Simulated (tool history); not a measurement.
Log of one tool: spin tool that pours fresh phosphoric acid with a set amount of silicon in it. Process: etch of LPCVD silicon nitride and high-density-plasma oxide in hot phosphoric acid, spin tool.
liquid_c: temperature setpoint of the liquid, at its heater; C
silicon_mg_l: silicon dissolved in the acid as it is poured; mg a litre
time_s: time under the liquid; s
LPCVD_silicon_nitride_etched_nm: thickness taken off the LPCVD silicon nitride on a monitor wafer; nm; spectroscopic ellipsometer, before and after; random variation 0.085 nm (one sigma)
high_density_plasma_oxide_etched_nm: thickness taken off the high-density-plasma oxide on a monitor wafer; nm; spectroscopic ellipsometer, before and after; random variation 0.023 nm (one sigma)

run	day	liquid_c	silicon_mg_l	time_s	LPCVD_silicon_nitride_etched_nm	high_density_plasma_oxide_etched_nm
1	0	161	14	180	14.628	0.53356
2	0.262	161	14	150	12.565	0.45688
3	0.629	160	13.5	140	11.207	0.31794
4	0.712	160	11	135	10.756	0.40121
5	0.8	162	11	135	11.767	0.48327
6	1.096	162	6.5	135	11.518	0.52542
7	1.146	161	7.5	135	11.083	0.44709
8	1.246	160.5	7.5	135	10.855	0.42439

The next listed run, before its measurement:
9	1.554	160	7.5	135	?	?

Run 9 gave LPCVD_silicon_nitride_etched_nm 10.824 nm, high_density_plasma_oxide_etched_nm 0.38217 nm.

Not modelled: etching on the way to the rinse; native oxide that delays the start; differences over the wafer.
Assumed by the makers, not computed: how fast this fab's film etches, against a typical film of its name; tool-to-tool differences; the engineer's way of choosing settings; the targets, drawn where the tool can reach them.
